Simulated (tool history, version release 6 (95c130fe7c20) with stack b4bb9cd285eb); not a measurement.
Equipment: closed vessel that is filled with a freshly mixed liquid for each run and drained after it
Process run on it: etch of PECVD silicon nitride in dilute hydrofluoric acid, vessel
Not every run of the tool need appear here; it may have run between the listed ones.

| run | day | temperature setpoint of the liquid (°C) | parts of water to one part of 49 % hydrofluoric acid (parts by volume) | time in the liquid (s) | thickness taken off the PECVD silicon nitride on a monitor wafer (Å) |
|---|---|---|---|---|---|
| 1 | 0 | 21 | 55 | 90 | 72.527 |
| 2 | 0.121 | 21 | 55 | 60 | 48.136 |
| 3 | 0.246 | 18.5 | 55 | 60 | 40.636 |
| 4 | 0.6 | 17 | 55 | 60 | 36.618 |
| 5 | 0.942 | 17.5 | 55 | 60 | 37.79 |
| 6 | 1.008 | 18 | 55 | 60 | 39.312 |
| 7 | 1.192 | 18.5 | 55 | 60 | 40.45 |

Predict the results of run 8:
| 8 | 1.546 | 18.5 | 55 | 60 | ? |

{"run 8": {"thickness taken off the PECVD silicon nitride on a monitor wafer (Å)": 40.447}}
